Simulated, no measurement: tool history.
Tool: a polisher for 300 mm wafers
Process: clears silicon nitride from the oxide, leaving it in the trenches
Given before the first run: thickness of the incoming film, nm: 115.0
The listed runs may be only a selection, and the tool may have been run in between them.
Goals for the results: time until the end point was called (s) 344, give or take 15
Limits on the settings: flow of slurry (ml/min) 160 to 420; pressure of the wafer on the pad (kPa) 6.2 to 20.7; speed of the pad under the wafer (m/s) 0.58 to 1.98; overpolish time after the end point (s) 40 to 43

run	hour	flow of slurry (ml/min)	pressure of the wafer on the pad (kPa)	speed of the pad under the wafer (m/s)	overpolish time after the end point (s)	time until the end point was called (s)
1	0	270	13.1	1.28	40	126
2	7.5	270	15.2	1.28	40	110.17
3	9.5	230	15.2	1.28	40	113.31
4	15.2	230	15.2	1.06	40	128.87
5	23.1	230	15.2	1.06	40	130.35
6	30.7	230	15.2	0.78	40	155.05
7	37.9	220	13.1	0.74	40	187.65
8	39.3	220	11.7	0.7	40	219.5
9	44.1	220	10.3	0.7	40	247.2
10	52.5	220	9.7	0.7	40	262.73

Below are 5 possible settings for the next run. Only one of them brings all results inside the allowed miss of their targets. Which is it?
A	60.9	270	6.9	0.84	40	?
B	60.9	165	7.6	0.68	40	?
C	60.9	230	7.6	0.78	40	?
D	60.9	230	11.7	0.94	41	?
E	60.9	210	7.6	0.78	42	?

move	time until the end point was called (s)
A	306.53
B	341.4
C	298.68
D	175.22
E	302.47
A: moves toward the targets from the last run without getting all of them in spec
B: meets every target
C: moves toward the targets from the last run without getting all of them in spec
D: its largest miss is bigger than the last run's
E: moves toward the targets from the last run without getting all of them in spec
The move that meets every target is B.
